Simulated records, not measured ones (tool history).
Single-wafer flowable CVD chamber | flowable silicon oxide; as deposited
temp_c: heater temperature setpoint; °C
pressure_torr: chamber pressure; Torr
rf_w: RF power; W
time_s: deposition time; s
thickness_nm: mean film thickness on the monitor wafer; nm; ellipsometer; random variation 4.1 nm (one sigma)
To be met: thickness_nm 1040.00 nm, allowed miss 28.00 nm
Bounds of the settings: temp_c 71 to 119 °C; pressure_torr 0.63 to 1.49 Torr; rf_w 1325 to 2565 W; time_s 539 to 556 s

| run | hour | temp_c | pressure_torr | rf_w | time_s | thickness_nm |
|---|---|---|---|---|---|---|
| 1 | 0.0 | 95 | 1.06 | 1945 | 539 | 542.39 |
| 2 | 2.7 | 95 | 1.06 | 1850 | 539 | 530.39 |
| 3 | 4.8 | 104 | 1.06 | 1850 | 539 | 409.70 |
| 4 | 13.7 | 104 | 1.14 | 1850 | 539 | 436.96 |
| 5 | 15.6 | 98 | 1.14 | 1850 | 539 | 522.24 |
| 6 | 21.8 | 93 | 1.14 | 1850 | 539 | 606.85 |
| 7 | 24.9 | 93 | 1.14 | 1850 | 539 | 602.56 |
| 8 | 33.4 | 89 | 1.14 | 1850 | 539 | 684.00 |
| 9 | 34.2 | 86 | 1.14 | 1850 | 539 | 741.33 |
| 10 | 36.5 | 74 | 1.15 | 1850 | 539 | 1002.90 |
| 11 | 38.9 | 74 | 1.15 | 1850 | 539 | 998.42 |

Which of these 5 next moves meets every target?
| A | 41.3 | 88 | 1.49 | 1875 | 541 | ? |
| B | 41.3 | 76 | 1.23 | 1770 | 548 | ? |
| C | 41.3 | 76 | 1.15 | 1990 | 541 | ? |
| D | 41.3 | 75 | 1.16 | 1655 | 542 | ? |
| E | 41.3 | 78 | 1.09 | 1950 | 556 | ? |

| move | thickness_nm |
|---|---|
| A | 903.49 |
| B | 1034.80 |
| C | 983.66 |
| D | 971.09 |
| E | 913.71 |
A: further off than the last run
B: meets every target
C: further off than the last run
D: further off than the last run
E: further off than the last run
The right move is B.

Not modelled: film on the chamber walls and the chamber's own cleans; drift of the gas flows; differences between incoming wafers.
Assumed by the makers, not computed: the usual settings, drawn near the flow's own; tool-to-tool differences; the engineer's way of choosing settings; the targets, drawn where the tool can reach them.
